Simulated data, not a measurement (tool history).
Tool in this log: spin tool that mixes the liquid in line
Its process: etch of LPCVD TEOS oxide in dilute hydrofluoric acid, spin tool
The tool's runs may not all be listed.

run	day	temperature setpoint of the liquid (°C)	parts of water to one part of 49 % hydrofluoric acid (parts by volume)	time under the liquid (s)	thickness taken off the LPCVD TEOS oxide on a monitor wafer (angstrom)
1	0.000	21.0	125	55	149.06
2	0.108	22.5	110	55	183.40
3	0.454	24.0	100	55	215.84
4	0.483	20.5	100	55	186.99
5	0.667	19.0	100	55	178.13
6	1.017	17.0	100	55	163.38
7	1.321	19.5	95	55	191.46
8	1.379	21.5	90	55	221.07
9	1.738	23.0	85	55	249.89

What does the tool deliver on the next run?
10	1.958	24.5	85	55	?

Run 10 produced thickness taken off the LPCVD TEOS oxide on a monitor wafer (angstrom) 267.89.

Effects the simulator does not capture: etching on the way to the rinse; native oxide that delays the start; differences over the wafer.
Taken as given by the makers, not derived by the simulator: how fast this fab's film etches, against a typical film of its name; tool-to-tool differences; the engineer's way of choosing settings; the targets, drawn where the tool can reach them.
